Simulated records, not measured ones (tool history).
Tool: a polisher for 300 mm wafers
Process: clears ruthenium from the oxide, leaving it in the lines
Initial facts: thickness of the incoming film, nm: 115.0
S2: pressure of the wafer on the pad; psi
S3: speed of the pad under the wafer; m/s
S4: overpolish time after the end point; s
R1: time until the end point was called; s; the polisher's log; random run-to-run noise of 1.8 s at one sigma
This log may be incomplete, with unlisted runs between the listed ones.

{"run": 1, "hour": 0.0, "flow of slurry (ml/min)": 300, "S2": 2.0, "S3": 1.28, "S4": 12, "R1": 100.55}
{"run": 2, "hour": 3.7, "flow of slurry (ml/min)": 300, "S2": 1.8, "S3": 1.28, "S4": 12, "R1": 110.62}
{"run": 3, "hour": 12.6, "flow of slurry (ml/min)": 360, "S2": 1.8, "S3": 1.28, "S4": 12, "R1": 109.35}
{"run": 4, "hour": 15.3, "flow of slurry (ml/min)": 360, "S2": 1.7, "S3": 1.28, "S4": 12, "R1": 115.78}
{"run": 5, "hour": 17.5, "flow of slurry (ml/min)": 390, "S2": 1.7, "S3": 1.28, "S4": 12, "R1": 115.58}
{"run": 6, "hour": 24.4, "flow of slurry (ml/min)": 390, "S2": 1.7, "S3": 1.28, "S4": 12, "R1": 115.74}
{"run": 7, "hour": 27.0, "flow of slurry (ml/min)": 390, "S2": 1.6, "S3": 1.28, "S4": 12, "R1": 121.98}

For run 8, what comes out?
{"run": 8, "hour": 28.9, "flow of slurry (ml/min)": 390, "S2": 1.5, "S3": 1.28, "S4": 12, "R1": "?"}

{"run 8": {"R1": 128.55}}
